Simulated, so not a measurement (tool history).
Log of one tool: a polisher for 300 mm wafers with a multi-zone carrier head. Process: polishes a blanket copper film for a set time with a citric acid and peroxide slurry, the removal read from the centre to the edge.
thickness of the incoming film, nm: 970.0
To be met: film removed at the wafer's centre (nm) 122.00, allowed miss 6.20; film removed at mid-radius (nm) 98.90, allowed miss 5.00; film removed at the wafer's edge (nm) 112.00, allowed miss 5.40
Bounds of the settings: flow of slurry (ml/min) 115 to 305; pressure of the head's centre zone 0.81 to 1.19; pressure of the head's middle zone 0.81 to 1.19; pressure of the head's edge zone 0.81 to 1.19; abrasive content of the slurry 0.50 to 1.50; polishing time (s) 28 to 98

| run | hour | flow of slurry (ml/min) | pressure of the head's centre zone | pressure of the head's middle zone | pressure of the head's edge zone | abrasive content of the slurry | polishing time (s) | film removed at the wafer's centre (nm) | film removed at mid-radius (nm) | film removed at the wafer's edge (nm) |
|---|---|---|---|---|---|---|---|---|---|---|
| 1 | 0.0 | 195 | 1.00 | 1.00 | 1.00 | 1.00 | 63 | 146.79 | 146.62 | 154.35 |
| 2 | 6.2 | 195 | 0.96 | 1.00 | 1.00 | 1.00 | 63 | 145.39 | 142.61 | 148.49 |
| 3 | 13.3 | 195 | 0.96 | 1.00 | 1.00 | 0.90 | 63 | 140.20 | 143.79 | 145.81 |
| 4 | 21.7 | 195 | 0.97 | 0.98 | 0.98 | 0.90 | 61 | 137.55 | 139.04 | 143.78 |
| 5 | 28.7 | 205 | 1.00 | 0.97 | 0.96 | 0.95 | 57 | 135.31 | 131.58 | 131.78 |
| 6 | 30.4 | 205 | 1.01 | 0.95 | 0.96 | 0.95 | 56 | 135.67 | 123.97 | 127.93 |
| 7 | 33.2 | 205 | 1.00 | 0.93 | 0.96 | 0.95 | 56 | 132.67 | 123.64 | 131.57 |
| 8 | 39.0 | 205 | 1.01 | 0.92 | 0.96 | 0.95 | 55 | 131.85 | 117.88 | 127.44 |
| 9 | 46.0 | 205 | 1.01 | 0.91 | 0.95 | 0.95 | 55 | 133.11 | 116.81 | 127.14 |
| 10 | 55.0 | 205 | 1.01 | 0.90 | 0.94 | 0.95 | 55 | 133.00 | 117.58 | 122.91 |
| 11 | 57.1 | 200 | 1.01 | 0.89 | 0.94 | 0.95 | 55 | 129.45 | 114.91 | 129.78 |
| 12 | 61.7 | 205 | 1.02 | 0.88 | 0.94 | 0.95 | 54 | 132.18 | 115.34 | 123.86 |
| 13 | 64.9 | 205 | 1.02 | 0.87 | 0.94 | 0.95 | 53 | 122.85 | 111.61 | 122.60 |
| 14 | 65.5 | 205 | 1.03 | 0.86 | 0.93 | 0.95 | 53 | 127.86 | 109.20 | 120.17 |

4 next moves are on the table. One of them brings every result within its allowed miss. Which?
| A | 66.1 | 195 | 1.01 | 0.81 | 0.87 | 1.00 | 51 | ? | ? | ? |
| B | 66.1 | 265 | 1.15 | 0.83 | 0.93 | 1.30 | 46 | ? | ? | ? |
| C | 66.1 | 300 | 1.16 | 1.01 | 0.81 | 0.85 | 46 | ? | ? | ? |
| D | 66.1 | 180 | 0.99 | 0.87 | 0.95 | 0.95 | 54 | ? | ? | ? |

| move | film removed at the wafer's centre (nm) | film removed at mid-radius (nm) | film removed at the wafer's edge (nm) |
|---|---|---|---|
| A | 121.14 | 101.14 | 113.93 |
| B | 136.19 | 101.19 | 114.06 |
| C | 130.51 | 112.89 | 100.98 |
| D | 122.88 | 111.14 | 123.30 |
A: meets every target
B: brings the result that was furthest off to its target, and leaves another outside
C: further off than the last run
D: further off than the last run
Move A is the one to make.
